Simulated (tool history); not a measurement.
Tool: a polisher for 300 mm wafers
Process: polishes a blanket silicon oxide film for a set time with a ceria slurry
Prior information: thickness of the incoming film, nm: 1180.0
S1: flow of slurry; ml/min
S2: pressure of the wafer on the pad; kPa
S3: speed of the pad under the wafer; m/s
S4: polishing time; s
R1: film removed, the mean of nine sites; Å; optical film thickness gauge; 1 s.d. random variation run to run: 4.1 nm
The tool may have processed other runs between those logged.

Run 1, day 0: S1 180 ml/min, S2 22.1 kPa, S3 1.24 m/s, S4 109 s. Result: R1 4911.7 Å.
Run 2, day 0.358: S1 175 ml/min, S2 20.7 kPa, S3 1.24 m/s, S4 109 s. Result: R1 4561.2 Å.
Run 3, day 0.388: S1 210 ml/min, S2 20.7 kPa, S3 1.24 m/s, S4 109 s. Result: R1 4710.1 Å.
Run 4, day 0.562: S1 205 ml/min, S2 19.3 kPa, S3 1.24 m/s, S4 109 s. Result: R1 4500.8 Å.
Run 5, day 0.688: S1 205 ml/min, S2 19.3 kPa, S3 1.5 m/s, S4 109 s. Result: R1 5376.5 Å.
Run 6, day 0.721: S1 205 ml/min, S2 17.2 kPa, S3 1.5 m/s, S4 109 s. Result: R1 4752.9 Å.
Run 7, day 0.992: S1 195 ml/min, S2 16.5 kPa, S3 1.5 m/s, S4 109 s. Result: R1 4511.8 Å.
Run 8, day 1.325: S1 180 ml/min, S2 15.9 kPa, S3 1.5 m/s, S4 109 s. Result: R1 4366.6 Å.
Run 9, day 1.654: S1 175 ml/min, S2 15.2 kPa, S3 1.5 m/s, S4 109 s. Result: R1 4128.7 Å.

Run 10 is up next; what results do you expect?
Run 10, day 2.017: S1 175 ml/min, S2 15.2 kPa, S3 1.5 m/s, S4 109 s. Result: R1 ?.

R1: 4094.1 Å

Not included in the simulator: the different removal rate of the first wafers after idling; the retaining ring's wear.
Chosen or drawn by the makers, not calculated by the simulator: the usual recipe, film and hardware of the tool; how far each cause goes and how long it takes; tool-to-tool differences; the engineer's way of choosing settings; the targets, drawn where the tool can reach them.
